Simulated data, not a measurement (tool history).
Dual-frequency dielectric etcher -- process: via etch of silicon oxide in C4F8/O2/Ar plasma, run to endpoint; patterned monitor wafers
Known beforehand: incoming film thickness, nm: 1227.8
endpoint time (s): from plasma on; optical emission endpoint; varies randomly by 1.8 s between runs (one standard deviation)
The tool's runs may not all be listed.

| run | day | source power (kW) | bias power (kW) | endpoint time (s) |
|---|---|---|---|---|
| 1 | 0 | 1.67 | 1.952 | 253.92 |
| 2 | 0.254 | 1.88 | 1.952 | 247.47 |
| 3 | 0.296 | 2.11 | 1.952 | 233.59 |
| 4 | 0.45 | 1.97 | 1.889 | 242.58 |
| 5 | 0.504 | 1.97 | 1.668 | 256.45 |
| 6 | 0.667 | 1.83 | 1.668 | 262.71 |
| 7 | 0.7 | 1.49 | 1.478 | 294.48 |

Run 8 comes next. What will it give?
| 8 | 0.946 | 1.49 | 1.478 | ? |

{"run 8": {"endpoint time (s)": 292.34}}

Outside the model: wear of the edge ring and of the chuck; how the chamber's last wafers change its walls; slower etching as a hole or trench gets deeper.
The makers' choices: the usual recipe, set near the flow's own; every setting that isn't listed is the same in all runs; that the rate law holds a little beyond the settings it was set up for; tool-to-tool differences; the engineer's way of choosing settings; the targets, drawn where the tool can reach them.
